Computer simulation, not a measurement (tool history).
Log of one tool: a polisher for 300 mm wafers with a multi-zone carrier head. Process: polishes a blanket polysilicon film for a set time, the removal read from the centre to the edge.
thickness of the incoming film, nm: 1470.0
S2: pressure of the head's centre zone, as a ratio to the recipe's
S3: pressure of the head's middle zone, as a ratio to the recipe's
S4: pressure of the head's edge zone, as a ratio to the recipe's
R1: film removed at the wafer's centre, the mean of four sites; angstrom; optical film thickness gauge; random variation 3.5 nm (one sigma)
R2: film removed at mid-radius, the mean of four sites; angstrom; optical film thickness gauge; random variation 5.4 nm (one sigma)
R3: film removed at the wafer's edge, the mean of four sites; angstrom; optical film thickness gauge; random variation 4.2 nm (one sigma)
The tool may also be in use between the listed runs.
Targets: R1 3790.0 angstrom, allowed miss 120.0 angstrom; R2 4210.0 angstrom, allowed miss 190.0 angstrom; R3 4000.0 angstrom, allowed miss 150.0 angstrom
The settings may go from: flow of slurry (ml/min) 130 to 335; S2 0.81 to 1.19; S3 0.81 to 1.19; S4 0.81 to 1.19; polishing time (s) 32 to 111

Run 1, hour 0.0: flow of slurry (ml/min) 215, S2 1.00, S3 1.00, S4 1.00, polishing time (s) 71. Result: R1 5894.1 angstrom, R2 5872.9 angstrom, R3 6059.3 angstrom.
Run 2, hour 4.0: flow of slurry (ml/min) 215, S2 0.94, S3 1.00, S4 1.00, polishing time (s) 71. Result: R1 5656.5 angstrom, R2 5971.1 angstrom, R3 5962.0 angstrom.
Run 3, hour 10.7: flow of slurry (ml/min) 210, S2 0.93, S3 0.99, S4 0.99, polishing time (s) 69. Result: R1 5383.2 angstrom, R2 5688.6 angstrom, R3 5629.1 angstrom.
Run 4, hour 13.8: flow of slurry (ml/min) 205, S2 0.92, S3 0.98, S4 0.98, polishing time (s) 67. Result: R1 5168.6 angstrom, R2 5464.3 angstrom, R3 5579.8 angstrom.
Run 5, hour 19.6: flow of slurry (ml/min) 210, S2 0.92, S3 0.98, S4 0.97, polishing time (s) 65. Result: R1 5056.7 angstrom, R2 5340.0 angstrom, R3 5330.1 angstrom.
Run 6, hour 23.2: flow of slurry (ml/min) 210, S2 0.92, S3 0.93, S4 0.97, polishing time (s) 65. Result: R1 4985.1 angstrom, R2 5182.1 angstrom, R3 5310.4 angstrom.
Run 7, hour 30.0: flow of slurry (ml/min) 210, S2 0.91, S3 0.93, S4 0.96, polishing time (s) 63. Result: R1 4857.5 angstrom, R2 4948.0 angstrom, R3 5087.2 angstrom.
Run 8, hour 36.1: flow of slurry (ml/min) 205, S2 0.90, S3 0.93, S4 0.95, polishing time (s) 62. Result: R1 4705.9 angstrom, R2 4942.6 angstrom, R3 5028.7 angstrom.
Run 9, hour 41.3: flow of slurry (ml/min) 205, S2 0.89, S3 0.93, S4 0.94, polishing time (s) 61. Result: R1 4536.9 angstrom, R2 4732.5 angstrom, R3 4957.6 angstrom.
Run 10, hour 48.1: flow of slurry (ml/min) 215, S2 0.89, S3 0.94, S4 0.93, polishing time (s) 59. Result: R1 4475.3 angstrom, R2 4769.5 angstrom, R3 4754.5 angstrom.
Run 11, hour 52.9: flow of slurry (ml/min) 215, S2 0.88, S3 0.94, S4 0.92, polishing time (s) 58. Result: R1 4356.5 angstrom, R2 4690.9 angstrom, R3 4690.8 angstrom.
Run 12, hour 57.1: flow of slurry (ml/min) 220, S2 0.88, S3 0.94, S4 0.91, polishing time (s) 57. Result: R1 4405.0 angstrom, R2 4553.0 angstrom, R3 4609.2 angstrom.
Run 13, hour 58.4: flow of slurry (ml/min) 220, S2 0.87, S3 0.95, S4 0.90, polishing time (s) 56. Result: R1 4168.1 angstrom, R2 4567.4 angstrom, R3 4513.3 angstrom.
Run 14, hour 61.6: flow of slurry (ml/min) 220, S2 0.87, S3 0.95, S4 0.89, polishing time (s) 55. Result: R1 4194.1 angstrom, R2 4430.5 angstrom, R3 4469.5 angstrom.
Run 15, hour 69.3: flow of slurry (ml/min) 225, S2 0.87, S3 0.96, S4 0.88, polishing time (s) 54. Result: R1 4066.1 angstrom, R2 4434.9 angstrom, R3 4308.5 angstrom.
At hour 73.7: slurry nozzle cleaned.
Run 16, hour 73.7: flow of slurry (ml/min) 225, S2 0.87, S3 0.96, S4 0.87, polishing time (s) 54. Result: R1 4406.5 angstrom, R2 4740.0 angstrom, R3 4470.2 angstrom.
Run 17, hour 75.1: flow of slurry (ml/min) 225, S2 0.86, S3 0.96, S4 0.87, polishing time (s) 53. Result: R1 4230.5 angstrom, R2 4689.3 angstrom, R3 4348.4 angstrom.
Run 18, hour 80.2: flow of slurry (ml/min) 225, S2 0.86, S3 0.96, S4 0.87, polishing time (s) 53. Result: R1 4181.1 angstrom, R2 4710.1 angstrom, R3 4352.6 angstrom.
Run 19, hour 83.7: flow of slurry (ml/min) 225, S2 0.86, S3 0.95, S4 0.87, polishing time (s) 53. Result: R1 4288.3 angstrom, R2 4544.5 angstrom, R3 4412.1 angstrom.
Run 20, hour 89.1: flow of slurry (ml/min) 220, S2 0.86, S3 0.95, S4 0.87, polishing time (s) 53. Result: R1 4190.9 angstrom, R2 4554.8 angstrom, R3 4369.4 angstrom.
Run 21, hour 94.1: flow of slurry (ml/min) 220, S2 0.86, S3 0.95, S4 0.87, polishing time (s) 52. Result: R1 4145.0 angstrom, R2 4538.4 angstrom, R3 4381.2 angstrom.
Run 22, hour 100.1: flow of slurry (ml/min) 225, S2 0.86, S3 0.95, S4 0.87, polishing time (s) 52. Result: R1 4186.3 angstrom, R2 4397.0 angstrom, R3 4341.4 angstrom.
Run 23, hour 101.8: flow of slurry (ml/min) 220, S2 0.86, S3 0.95, S4 0.86, polishing time (s) 52. Result: R1 4156.3 angstrom, R2 4533.4 angstrom, R3 4275.6 angstrom.

5 next moves are on the table. One of them brings every result within its allowed miss. Which?
Run A, hour 103.5: flow of slurry (ml/min) 255, S2 0.81, S3 0.93, S4 0.83, polishing time (s) 49. Result: R1 ?, R2 ?, R3 ?.
Run B, hour 103.5: flow of slurry (ml/min) 295, S2 0.87, S3 0.88, S4 0.82, polishing time (s) 57. Result: R1 ?, R2 ?, R3 ?.
Run C, hour 103.5: flow of slurry (ml/min) 240, S2 0.86, S3 1.02, S4 0.83, polishing time (s) 55. Result: R1 ?, R2 ?, R3 ?.
Run D, hour 103.5: flow of slurry (ml/min) 170, S2 0.83, S3 0.98, S4 0.88, polishing time (s) 54. Result: R1 ?, R2 ?, R3 ?.
Run E, hour 103.5: flow of slurry (ml/min) 260, S2 0.97, S3 0.92, S4 0.81, polishing time (s) 50. Result: R1 ?, R2 ?, R3 ?.

move      R1      R2      R3
   A  3869.8  4203.8  3991.0
   B  4807.4  4746.7  4678.6
   C  4486.6  5059.9  4448.7
   D  4042.3  4544.5  4306.4
   E  4478.2  4258.6  4036.8
A: meets every target
B: further off than the last run
C: further off than the last run
D: nearer than the last run, and not there yet
E: further off than the last run
Move A is the one to make.
